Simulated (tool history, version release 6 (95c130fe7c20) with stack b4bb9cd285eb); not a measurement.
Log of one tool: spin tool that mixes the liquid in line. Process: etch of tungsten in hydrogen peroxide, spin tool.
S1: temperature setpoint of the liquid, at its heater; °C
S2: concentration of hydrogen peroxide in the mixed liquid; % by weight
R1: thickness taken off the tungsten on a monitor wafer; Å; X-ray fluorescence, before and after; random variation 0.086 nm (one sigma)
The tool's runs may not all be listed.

Run 1, hour 0.0: S1 48.0 °C, S2 26 % by weight, time under the liquid (s) 15. Result: R1 260.55 Å.
Run 2, hour 2.7: S1 48.0 °C, S2 26 % by weight, time under the liquid (s) 15. Result: R1 261.22 Å.
Run 3, hour 5.4: S1 48.0 °C, S2 26 % by weight, time under the liquid (s) 15. Result: R1 260.13 Å.
Run 4, hour 13.9: S1 46.5 °C, S2 26 % by weight, time under the liquid (s) 15. Result: R1 235.35 Å.
Run 5, hour 21.2: S1 45.5 °C, S2 26 % by weight, time under the liquid (s) 15. Result: R1 221.41 Å.
Run 6, hour 23.4: S1 45.5 °C, S2 26 % by weight, time under the liquid (s) 15. Result: R1 219.46 Å.
Run 7, hour 26.7: S1 44.5 °C, S2 26 % by weight, time under the liquid (s) 15. Result: R1 206.15 Å.
Run 8, hour 33.5: S1 43.5 °C, S2 26 % by weight, time under the liquid (s) 15. Result: R1 195.41 Å.
Run 9, hour 42.2: S1 42.5 °C, S2 26 % by weight, time under the liquid (s) 15. Result: R1 183.65 Å.

Run 10 comes next. What will it give?
Run 10, hour 50.5: S1 34.5 °C, S2 26 % by weight, time under the liquid (s) 15. Result: R1 ?.

Run 10 gave R1 107.66 Å.

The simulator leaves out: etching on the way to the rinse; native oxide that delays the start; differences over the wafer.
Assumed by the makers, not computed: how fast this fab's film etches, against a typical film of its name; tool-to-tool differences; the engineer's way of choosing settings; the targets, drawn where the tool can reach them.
